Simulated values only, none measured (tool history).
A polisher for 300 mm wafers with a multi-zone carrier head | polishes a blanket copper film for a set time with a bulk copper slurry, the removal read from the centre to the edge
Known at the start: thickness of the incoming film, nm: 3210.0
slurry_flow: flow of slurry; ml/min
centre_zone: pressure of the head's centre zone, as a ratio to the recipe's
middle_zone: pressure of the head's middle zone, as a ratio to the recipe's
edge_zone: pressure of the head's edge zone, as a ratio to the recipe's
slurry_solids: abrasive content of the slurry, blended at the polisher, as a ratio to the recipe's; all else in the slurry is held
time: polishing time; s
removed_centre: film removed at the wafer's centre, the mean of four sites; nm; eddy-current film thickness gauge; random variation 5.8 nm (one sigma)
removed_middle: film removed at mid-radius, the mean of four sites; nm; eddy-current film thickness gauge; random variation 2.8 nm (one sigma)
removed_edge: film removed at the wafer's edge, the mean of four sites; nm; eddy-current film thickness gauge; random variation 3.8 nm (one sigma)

run 1 hour=0 | slurry_flow=135 centre_zone=1 middle_zone=1 edge_zone=1 slurry_solids=1 time=72 | removed_centre=663.56 removed_middle=623.39 removed_edge=624.59
run 2 hour=4.3 | slurry_flow=125 centre_zone=0.96 middle_zone=0.99 edge_zone=0.97 slurry_solids=0.85 time=69 | removed_centre=583.34 removed_middle=555.12 removed_edge=558.52
run 3 hour=12.6 | slurry_flow=125 centre_zone=0.96 middle_zone=0.99 edge_zone=0.97 slurry_solids=1 time=69 | removed_centre=601.72 removed_middle=585.21 removed_edge=585.24
run 4 hour=18.4 | slurry_flow=120 centre_zone=0.92 middle_zone=0.99 edge_zone=0.95 slurry_solids=0.9 time=67 | removed_centre=546.91 removed_middle=544.53 removed_edge=549.73
run 5 hour=25.3 | slurry_flow=120 centre_zone=0.95 middle_zone=0.99 edge_zone=0.95 slurry_solids=0.9 time=67 | removed_centre=551.57 removed_middle=545.22 removed_edge=544.31
run 6 hour=34.2 | slurry_flow=105 centre_zone=0.95 middle_zone=0.99 edge_zone=0.95 slurry_solids=0.9 time=67 | removed_centre=537.55 removed_middle=529.4 removed_edge=524.41

The next listed run, before its measurement:
run 7 hour=35.2 | slurry_flow=80 centre_zone=0.85 middle_zone=0.95 edge_zone=0.87 slurry_solids=0.65 time=65 | removed_centre=? removed_middle=? removed_edge=?

Run 7 gave removed_centre 400.54 nm, removed_middle 420.4 nm, removed_edge 435.6 nm.
